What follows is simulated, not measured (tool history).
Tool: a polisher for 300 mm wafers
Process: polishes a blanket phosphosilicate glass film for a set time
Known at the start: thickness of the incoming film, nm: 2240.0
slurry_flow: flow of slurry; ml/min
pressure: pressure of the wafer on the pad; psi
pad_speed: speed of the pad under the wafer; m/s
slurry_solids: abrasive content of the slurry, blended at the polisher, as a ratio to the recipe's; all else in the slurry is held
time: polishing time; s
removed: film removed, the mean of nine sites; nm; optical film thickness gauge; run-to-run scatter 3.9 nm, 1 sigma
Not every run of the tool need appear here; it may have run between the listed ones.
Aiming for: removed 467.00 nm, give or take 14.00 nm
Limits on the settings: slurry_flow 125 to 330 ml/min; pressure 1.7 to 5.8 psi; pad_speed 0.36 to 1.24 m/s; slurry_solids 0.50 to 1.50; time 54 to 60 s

| run | hour | slurry_flow | pressure | pad_speed | slurry_solids | time | removed |
|---|---|---|---|---|---|---|---|
| 1 | 0.0 | 210 | 3.7 | 0.80 | 1.00 | 60 | 392.76 |
| 2 | 1.8 | 210 | 3.2 | 0.80 | 1.00 | 60 | 336.16 |
| 3 | 3.3 | 210 | 3.2 | 0.80 | 1.00 | 60 | 341.19 |
| 4 | 7.4 | 210 | 3.2 | 0.80 | 1.00 | 60 | 338.01 |
| 5 | 11.3 | 215 | 3.4 | 0.80 | 1.00 | 60 | 359.44 |
| 6 | 15.1 | 215 | 3.6 | 0.80 | 1.00 | 60 | 373.81 |
| 7 | 21.5 | 215 | 3.8 | 0.80 | 1.00 | 60 | 395.80 |
| 8 | 22.6 | 215 | 3.9 | 0.80 | 1.00 | 60 | 410.08 |
| 9 | 28.3 | 215 | 4.0 | 0.80 | 1.00 | 60 | 423.37 |
| 10 | 34.9 | 215 | 4.1 | 0.80 | 1.00 | 60 | 427.84 |

Which of these 5 next moves meets every target?
| A | 41.5 | 240 | 4.2 | 0.88 | 1.10 | 60 | ? |
| B | 41.5 | 220 | 4.6 | 0.82 | 0.95 | 59 | ? |
| C | 41.5 | 230 | 4.1 | 0.80 | 1.10 | 59 | ? |
| D | 41.5 | 235 | 4.0 | 0.76 | 0.95 | 58 | ? |
| E | 41.5 | 250 | 3.6 | 0.82 | 0.95 | 60 | ? |

| move | removed |
|---|---|
| A | 502.51 |
| B | 476.78 |
| C | 449.16 |
| D | 391.27 |
| E | 388.06 |
A: pushes the last run's worst result past its target
B: all results land within tolerance of their targets
C: closer than the last run, but not yet in spec
D: the biggest miss grows against the last run
E: the biggest miss grows against the last run
B is the move that brings every result within its allowed miss.
